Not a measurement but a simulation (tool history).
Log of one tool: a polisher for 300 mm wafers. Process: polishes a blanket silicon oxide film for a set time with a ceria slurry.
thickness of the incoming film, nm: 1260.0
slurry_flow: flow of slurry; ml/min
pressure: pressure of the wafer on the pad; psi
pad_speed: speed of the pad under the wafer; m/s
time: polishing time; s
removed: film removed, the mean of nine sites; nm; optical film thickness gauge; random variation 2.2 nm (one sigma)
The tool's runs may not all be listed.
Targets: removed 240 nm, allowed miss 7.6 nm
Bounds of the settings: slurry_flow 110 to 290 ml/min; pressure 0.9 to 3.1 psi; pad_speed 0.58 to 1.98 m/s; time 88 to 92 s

{"run": 1, "hour": 0.0, "slurry_flow": 185, "pressure": 2, "pad_speed": 1.28, "time": 88, "removed": 284.83}
{"run": 2, "hour": 8.0, "slurry_flow": 180, "pressure": 1.9, "pad_speed": 1.28, "time": 88, "removed": 276.11}
{"run": 3, "hour": 11.8, "slurry_flow": 180, "pressure": 1.8, "pad_speed": 1.28, "time": 88, "removed": 262.27}
{"run": 4, "hour": 14.0, "slurry_flow": 160, "pressure": 1.8, "pad_speed": 1.28, "time": 88, "removed": 260.63}
{"run": 5, "hour": 14.8, "slurry_flow": 160, "pressure": 1.8, "pad_speed": 1.28, "time": 92, "removed": 267.92}
{"run": 6, "hour": 21.0, "slurry_flow": 160, "pressure": 1.4, "pad_speed": 1.28, "time": 92, "removed": 221.34}
{"run": 7, "hour": 23.9, "slurry_flow": 165, "pressure": 1.4, "pad_speed": 1.28, "time": 92, "removed": 221.43}
{"run": 8, "hour": 27.9, "slurry_flow": 170, "pressure": 1.4, "pad_speed": 1.28, "time": 92, "removed": 227.89}
{"run": 9, "hour": 29.8, "slurry_flow": 175, "pressure": 1.4, "pad_speed": 1.28, "time": 92, "removed": 224.78}
{"run": 10, "hour": 34.9, "slurry_flow": 180, "pressure": 1.4, "pad_speed": 1.28, "time": 92, "removed": 224.39}

Which of these 4 next moves meets every target?
{"run": "A", "hour": 40.0, "slurry_flow": 140, "pressure": 1.8, "pad_speed": 1.22, "time": 88, "removed": "?"}
{"run": "B", "hour": 40.0, "slurry_flow": 165, "pressure": 1.4, "pad_speed": 1.26, "time": 88, "removed": "?"}
{"run": "C", "hour": 40.0, "slurry_flow": 195, "pressure": 1.3, "pad_speed": 1.32, "time": 88, "removed": "?"}
{"run": "D", "hour": 40.0, "slurry_flow": 180, "pressure": 1.5, "pad_speed": 1.12, "time": 92, "removed": "?"}

move=A removed=243.95
move=B removed=211.31
move=C removed=213.13
move=D removed=209.78
A: meets every target
B: further off than the last run
C: further off than the last run
D: further off than the last run
Move A is the one to make.
